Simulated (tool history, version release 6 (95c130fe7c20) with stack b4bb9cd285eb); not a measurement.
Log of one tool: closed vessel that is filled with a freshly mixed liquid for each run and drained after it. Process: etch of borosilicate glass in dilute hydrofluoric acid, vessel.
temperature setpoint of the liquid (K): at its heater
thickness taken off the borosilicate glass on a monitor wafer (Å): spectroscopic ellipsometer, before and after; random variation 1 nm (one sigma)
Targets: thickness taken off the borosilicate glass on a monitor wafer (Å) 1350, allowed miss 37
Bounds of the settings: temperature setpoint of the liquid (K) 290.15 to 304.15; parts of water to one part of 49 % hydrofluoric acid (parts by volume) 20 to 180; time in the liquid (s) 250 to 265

run  hour  temperature setpoint of the liquid (K)  parts of water to one part of 49 % hydrofluoric acid (parts by volume)  time in the liquid (s)  thickness taken off the borosilicate glass on a monitor wafer (Å)
  1     0                                  296.15                                                                     100                     250                                                             654.17
  2   5.2                                  296.15                                                                     100                     265                                                             679.61
  3  12.9                                  293.15                                                                     100                     265                                                             607.18
  4  19.1                                  295.15                                                                      95                     265                                                             702.17
  5  24.7                                  295.15                                                                     120                     265                                                             537.47
  6  31.2                                  293.65                                                                     120                     265                                                              508.9
  7  32.7                                  295.65                                                                     110                     265                                                             607.93
  8  34.7                                  297.15                                                                     100                     265                                                             710.87
  9  37.7                                  298.65                                                                      90                     265                                                             854.28
 10  45.2                                  298.65                                                                      90                     265                                                             859.29
 11  46.3                                  302.65                                                                      65                     265                                                             1425.5
 12    49                                  302.15                                                                      65                     265                                                             1408.1

4 next moves are on the table. One of them brings every result within its allowed miss. Which?
  A  51.7                                  300.65                                                                      55                     255                                                                  ?
  B  51.7                                  302.65                                                                      65                     250                                                                  ?
  C  51.7                                  302.15                                                                      60                     265                                                                  ?
  D  51.7                                  304.15                                                                      65                     250                                                                  ?

move  thickness taken off the borosilicate glass on a monitor wafer (Å)
   A                                                             1520.7
   B                                                             1345.1
   C                                                               1526
   D                                                             1425.2
A: further off than the last run
B: meets every target
C: further off than the last run
D: further off than the last run
Move B is the one to make.
